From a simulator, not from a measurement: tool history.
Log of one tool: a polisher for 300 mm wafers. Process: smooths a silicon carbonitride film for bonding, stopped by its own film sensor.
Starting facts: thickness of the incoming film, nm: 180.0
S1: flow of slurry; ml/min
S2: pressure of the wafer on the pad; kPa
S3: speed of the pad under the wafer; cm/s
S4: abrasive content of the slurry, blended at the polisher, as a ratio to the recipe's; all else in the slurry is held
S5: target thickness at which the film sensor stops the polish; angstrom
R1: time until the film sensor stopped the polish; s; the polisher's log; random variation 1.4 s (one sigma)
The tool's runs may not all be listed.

run  hour   S1    S2   S3  S4    S5      R1
  1     0  230  15.9   80   1  1590  84.533
  2     4  230  14.5   80   1  1590  94.895
  3  11.9  230  14.5  100   1  1590  79.458
  4  14.3  230  13.1  100   1  1590  87.593
  5  22.1  230  13.1  100   1  1580  89.854
  6  23.1  230  12.4  100   1  1580  94.081

Predict the results of run 7:
  7  25.2  230  11.7  100   1  1580   ?

{"run 7": {"R1": 100.63}}

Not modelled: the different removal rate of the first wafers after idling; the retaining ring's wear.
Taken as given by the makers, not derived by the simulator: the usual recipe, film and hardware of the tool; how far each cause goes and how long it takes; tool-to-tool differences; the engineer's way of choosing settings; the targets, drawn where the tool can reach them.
